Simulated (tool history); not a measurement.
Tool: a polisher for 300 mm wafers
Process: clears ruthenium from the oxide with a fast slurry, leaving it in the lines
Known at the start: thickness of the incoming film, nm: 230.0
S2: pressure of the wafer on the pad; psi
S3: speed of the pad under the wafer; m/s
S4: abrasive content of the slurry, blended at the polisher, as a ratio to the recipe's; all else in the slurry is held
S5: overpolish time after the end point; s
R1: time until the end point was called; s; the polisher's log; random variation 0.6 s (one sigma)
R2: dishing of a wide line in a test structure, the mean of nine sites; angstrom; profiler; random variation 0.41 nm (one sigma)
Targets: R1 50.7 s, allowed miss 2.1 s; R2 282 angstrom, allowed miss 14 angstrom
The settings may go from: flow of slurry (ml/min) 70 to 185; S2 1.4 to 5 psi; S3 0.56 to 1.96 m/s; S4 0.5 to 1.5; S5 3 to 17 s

Run 1, day 0: flow of slurry (ml/min) 120, S2 3.2 psi, S3 1.26 m/s, S4 1, S5 9 s. Result: R1 44.343 s, R2 407.76 angstrom.
Run 2, day 0.308: flow of slurry (ml/min) 120, S2 3.1 psi, S3 1.26 m/s, S4 1, S5 8 s. Result: R1 45.303 s, R2 364.39 angstrom.
Run 3, day 0.604: flow of slurry (ml/min) 120, S2 3.1 psi, S3 1.5 m/s, S4 1, S5 8 s. Result: R1 39.199 s, R2 395.65 angstrom.
Run 4, day 0.9: flow of slurry (ml/min) 115, S2 2.9 psi, S3 1.5 m/s, S4 1, S5 8 s. Result: R1 41.965 s, R2 371.72 angstrom.
Run 5, day 1.096: flow of slurry (ml/min) 105, S2 2.9 psi, S3 1.5 m/s, S4 1, S5 8 s. Result: R1 43.925 s, R2 360.04 angstrom.
Run 6, day 1.25: flow of slurry (ml/min) 105, S2 2.9 psi, S3 1.8 m/s, S4 1, S5 8 s. Result: R1 37.149 s, R2 420.45 angstrom.
Run 7, day 1.383: flow of slurry (ml/min) 100, S2 2.7 psi, S3 1.8 m/s, S4 1, S5 8 s. Result: R1 40.132 s, R2 400.53 angstrom.
Run 8, day 1.596: flow of slurry (ml/min) 100, S2 2.5 psi, S3 1.8 m/s, S4 1, S5 8 s. Result: R1 43.556 s, R2 363.16 angstrom.
Run 9, day 1.854: flow of slurry (ml/min) 100, S2 2.4 psi, S3 1.8 m/s, S4 1, S5 8 s. Result: R1 45.943 s, R2 355.67 angstrom.
Run 10, day 2.008: flow of slurry (ml/min) 100, S2 2.1 psi, S3 1.78 m/s, S4 1, S5 6 s. Result: R1 51.603 s, R2 237.69 angstrom.
Run 11, day 2.108: flow of slurry (ml/min) 100, S2 2.1 psi, S3 1.78 m/s, S4 1, S5 6 s. Result: R1 51.121 s, R2 240.6 angstrom.

5 next moves are on the table. One of them brings every result within its allowed miss. Which?
Run A, day 2.208: flow of slurry (ml/min) 75, S2 2.4 psi, S3 1.94 m/s, S4 0.8, S5 6 s. Result: R1 ?, R2 ?.
Run B, day 2.208: flow of slurry (ml/min) 90, S2 2.1 psi, S3 1.96 m/s, S4 0.9, S5 6 s. Result: R1 ?, R2 ?.
Run C, day 2.208: flow of slurry (ml/min) 115, S2 2.2 psi, S3 1.6 m/s, S4 1.05, S5 7 s. Result: R1 ?, R2 ?.
Run D, day 2.208: flow of slurry (ml/min) 75, S2 2.4 psi, S3 1.84 m/s, S4 0.95, S5 6 s. Result: R1 ?, R2 ?.
Run E, day 2.208: flow of slurry (ml/min) 90, S2 2.6 psi, S3 1.7 m/s, S4 0.95, S5 6 s. Result: R1 ?, R2 ?.

move      R1      R2
   A  50.331  247.42
   B  50.551  246.41
   C  50.621  284.45
   D  49.387  251.88
   E  45.924  269.71
A: nearer than the last run, and not there yet
B: nearer than the last run, and not there yet
C: meets every target
D: nearer than the last run, and not there yet
E: brings the result that was furthest off to its target, and leaves another outside
Move C is the one to make.
